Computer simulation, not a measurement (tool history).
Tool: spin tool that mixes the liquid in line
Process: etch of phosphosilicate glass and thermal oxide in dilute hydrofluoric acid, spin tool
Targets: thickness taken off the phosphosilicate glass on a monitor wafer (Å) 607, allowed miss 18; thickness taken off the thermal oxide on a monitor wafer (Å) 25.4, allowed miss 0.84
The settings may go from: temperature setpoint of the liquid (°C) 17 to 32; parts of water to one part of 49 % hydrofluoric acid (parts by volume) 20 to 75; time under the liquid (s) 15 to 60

run,day,temperature setpoint of the liquid (°C),parts of water to one part of 49 % hydrofluoric acid (parts by volume),time under the liquid (s),thickness taken off the phosphosilicate glass on a monitor wafer (Å),thickness taken off the thermal oxide on a monitor wafer (Å)
1,0,24,45,30,767.59,32.397
2,0.233,26.5,45,30,848.03,35.923
3,0.338,26.5,45,20,570.68,23.982
4,0.438,26.5,30,20,869.36,36.098
5,0.725,25.5,30,20,828.86,34.53
6,1.083,27.5,30,20,911.29,37.655
7,1.375,23.5,30,20,765.89,32.634
8,1.725,23,30,20,755.23,31.279
9,1.8,22.5,30,20,723.69,30.824
10,2.046,22,30,20,709.99,29.538
11,2.358,21.5,30,20,711.33,29.328
12,2.554,21,30,20,685.59,29.181
13,2.817,19.5,30,20,644.76,27.153

4 next moves are on the table. One of them brings every result within its allowed miss. Which?
A,3.079,20.5,25,15,?,?
B,3.079,22,55,30,?,?
C,3.079,18.5,35,25,?,?
D,3.079,17,45,35,?,?

move,thickness taken off the phosphosilicate glass on a monitor wafer (Å),thickness taken off the thermal oxide on a monitor wafer (Å)
A,609.13,25.804
B,568.47,24.082
C,657.18,27.84
D,662.77,28.077
A: meets every target
B: takes the result that was furthest off past its target
C: further off than the last run
D: further off than the last run
Move A is the one to make.

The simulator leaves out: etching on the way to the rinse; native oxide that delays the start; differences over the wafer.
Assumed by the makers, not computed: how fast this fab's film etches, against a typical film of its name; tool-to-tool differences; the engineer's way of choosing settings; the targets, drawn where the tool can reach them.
